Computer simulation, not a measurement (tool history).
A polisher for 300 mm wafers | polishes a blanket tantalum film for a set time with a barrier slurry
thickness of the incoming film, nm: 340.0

| run | hour | flow of slurry (ml/min) | pressure of the wafer on the pad (psi) | speed of the pad under the wafer (m/s) | abrasive content of the slurry | polishing time (s) | film removed (Å) |
|---|---|---|---|---|---|---|---|
| 1 | 0 | 185 | 2.2 | 0.9 | 1 | 67 | 1044.3 |
| 2 | 6.2 | 225 | 2.2 | 0.9 | 1 | 67 | 1071.1 |
| 3 | 9.8 | 225 | 2.5 | 0.9 | 1 | 67 | 1181.8 |
| 4 | 11.5 | 260 | 2.5 | 0.9 | 1 | 67 | 1206.5 |
| 5 | 15.1 | 260 | 2.5 | 0.9 | 1.15 | 67 | 1258.7 |
| 6 | 16 | 260 | 2.5 | 0.9 | 1.15 | 71 | 1321.1 |
| 7 | 21.2 | 260 | 2.7 | 0.9 | 1.15 | 71 | 1421.3 |

Run 8 comes next. What will it give?
| 8 | 27.9 | 260 | 2.8 | 0.9 | 1.15 | 71 | ? |

Run 8 gave film removed (Å) 1522.7.

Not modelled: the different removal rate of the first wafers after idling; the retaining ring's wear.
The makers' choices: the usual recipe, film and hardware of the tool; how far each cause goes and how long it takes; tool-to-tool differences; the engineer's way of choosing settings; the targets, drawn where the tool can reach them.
